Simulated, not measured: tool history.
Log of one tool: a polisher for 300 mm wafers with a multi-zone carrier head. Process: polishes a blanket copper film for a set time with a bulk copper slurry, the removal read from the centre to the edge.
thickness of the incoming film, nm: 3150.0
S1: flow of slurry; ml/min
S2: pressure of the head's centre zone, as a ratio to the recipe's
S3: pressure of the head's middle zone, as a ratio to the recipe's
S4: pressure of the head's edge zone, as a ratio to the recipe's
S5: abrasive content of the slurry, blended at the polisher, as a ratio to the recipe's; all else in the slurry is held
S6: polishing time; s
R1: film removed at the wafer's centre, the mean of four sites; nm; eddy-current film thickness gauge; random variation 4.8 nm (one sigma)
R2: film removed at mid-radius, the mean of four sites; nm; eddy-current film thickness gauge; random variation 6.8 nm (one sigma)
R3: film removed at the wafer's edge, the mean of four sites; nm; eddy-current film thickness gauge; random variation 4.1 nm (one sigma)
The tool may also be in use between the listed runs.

| run | day | S1 | S2 | S3 | S4 | S5 | S6 | R1 | R2 | R3 |
|---|---|---|---|---|---|---|---|---|---|---|
| 1 | 0.000 | 200 | 1.00 | 1.00 | 1.00 | 1.00 | 50 | 388.31 | 420.48 | 424.65 |
| 2 | 0.146 | 210 | 0.99 | 0.98 | 1.06 | 1.15 | 51 | 417.60 | 436.37 | 459.03 |
| 3 | 0.288 | 210 | 0.95 | 0.98 | 1.06 | 1.15 | 51 | 388.99 | 437.53 | 463.65 |
| 4 | 0.567 | 210 | 0.95 | 0.98 | 1.09 | 1.15 | 51 | 385.91 | 437.87 | 467.05 |
| 5 | 0.846 | 220 | 0.94 | 0.96 | 1.12 | 1.25 | 52 | 399.50 | 456.22 | 490.25 |
|  | 1.192 | centre zone pressure recalibrated |
| 6 | 1.192 | 220 | 0.98 | 0.96 | 1.12 | 1.25 | 52 | 454.67 | 442.81 | 495.40 |
| 7 | 1.254 | 215 | 0.96 | 0.94 | 1.14 | 1.30 | 53 | 453.08 | 458.20 | 506.96 |

The next listed run, before its measurement:
| 8 | 1.404 | 215 | 0.96 | 0.94 | 1.14 | 1.30 | 53 | ? | ? | ? |

{"run 8": {"R1": 465.46, "R2": 454.46, "R3": 506.05}}
